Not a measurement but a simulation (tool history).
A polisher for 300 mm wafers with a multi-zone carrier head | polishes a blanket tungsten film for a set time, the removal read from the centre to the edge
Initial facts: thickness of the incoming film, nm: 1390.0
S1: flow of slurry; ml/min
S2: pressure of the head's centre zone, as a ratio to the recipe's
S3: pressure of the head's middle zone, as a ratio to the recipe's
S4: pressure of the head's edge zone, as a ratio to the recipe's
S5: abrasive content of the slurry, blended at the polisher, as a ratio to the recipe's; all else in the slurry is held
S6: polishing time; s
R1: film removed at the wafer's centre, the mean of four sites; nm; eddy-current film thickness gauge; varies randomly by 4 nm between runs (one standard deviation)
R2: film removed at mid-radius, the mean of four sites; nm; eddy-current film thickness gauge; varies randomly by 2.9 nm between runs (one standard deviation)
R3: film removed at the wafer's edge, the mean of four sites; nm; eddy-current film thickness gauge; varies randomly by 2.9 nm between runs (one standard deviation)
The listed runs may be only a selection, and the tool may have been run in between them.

run  hour   S1    S2    S3    S4    S5  S6      R1      R2      R3
  1     0  195     1     1     1     1  60  417.84   428.7     415
  2     2  160     1     1     1     1  60  407.85  416.49  404.68
  3   7.9  155  0.95  0.98  0.97  0.95  60  387.06   405.2  394.09
  4  10.8  155  0.95  0.98  0.97  1.15  60   398.4  421.14  416.74
  5  18.5  155  0.95  0.98  0.97   1.3  60  418.56  427.23  428.89
  6  23.2  185  0.95  0.98  0.97   1.3  60  413.15  451.66     431
  7  28.9  185  0.92  0.95  0.95  1.15  59   395.5  414.59  411.94
  8  30.5  175  0.89  0.95  0.95  1.05  58  366.38  396.62  392.93

What will run 9 give?
  9  33.3  165  0.87  0.95  0.94   1  58   ?   ?   ?

Run 9 measured R1 345.09 nm, R2 397.83 nm, R3 387.58 nm.

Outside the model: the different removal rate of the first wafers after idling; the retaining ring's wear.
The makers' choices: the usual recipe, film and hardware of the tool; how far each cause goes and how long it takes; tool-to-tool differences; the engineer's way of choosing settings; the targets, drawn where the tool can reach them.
